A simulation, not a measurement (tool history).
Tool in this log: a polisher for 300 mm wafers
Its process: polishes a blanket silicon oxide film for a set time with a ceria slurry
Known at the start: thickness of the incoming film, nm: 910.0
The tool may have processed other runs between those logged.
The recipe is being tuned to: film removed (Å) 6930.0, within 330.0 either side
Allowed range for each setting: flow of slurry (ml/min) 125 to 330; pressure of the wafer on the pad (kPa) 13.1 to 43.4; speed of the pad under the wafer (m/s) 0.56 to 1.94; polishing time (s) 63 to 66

run	hour	flow of slurry (ml/min)	pressure of the wafer on the pad (kPa)	speed of the pad under the wafer (m/s)	polishing time (s)	film removed (Å)
1	0.0	210	28.3	1.24	63	4611.7
2	7.1	210	25.5	1.24	63	4152.2
3	14.4	210	25.5	1.24	66	4278.2
4	17.4	210	25.5	1.24	66	4309.0
5	25.2	210	26.9	1.24	66	4575.4
6	26.5	210	28.3	1.24	66	4895.0
7	28.0	210	29.6	1.24	66	5010.7
8	32.8	210	31.0	1.24	66	5377.7
9	38.5	210	31.7	1.24	66	5420.3
10	41.4	210	32.4	1.24	66	5480.0
11	50.2	210	33.1	1.24	66	5691.9
12	51.8	210	33.8	1.24	66	5775.7
13	58.5	210	34.5	1.24	66	5967.1

Pick the move, out of 5, that brings all results within their allowed miss; only one does.
A	65.2	215	39.3	1.18	63	?
B	65.2	190	31.7	1.82	66	?
C	65.2	240	41.4	1.36	66	?
D	65.2	215	33.1	1.00	63	?
E	65.2	195	35.2	1.48	63	?

move	film removed (Å)
A	6151.6
B	6772.4
C	7488.4
D	4734.9
E	6255.0
A: nearer the targets than the last run, but a result is still out of spec
B: every result lands within tolerance
C: takes the biggest miss from the last run beyond its target
D: lands further from the targets than the last run did
E: nearer the targets than the last run, but a result is still out of spec
B is the move that brings every result within its allowed miss.
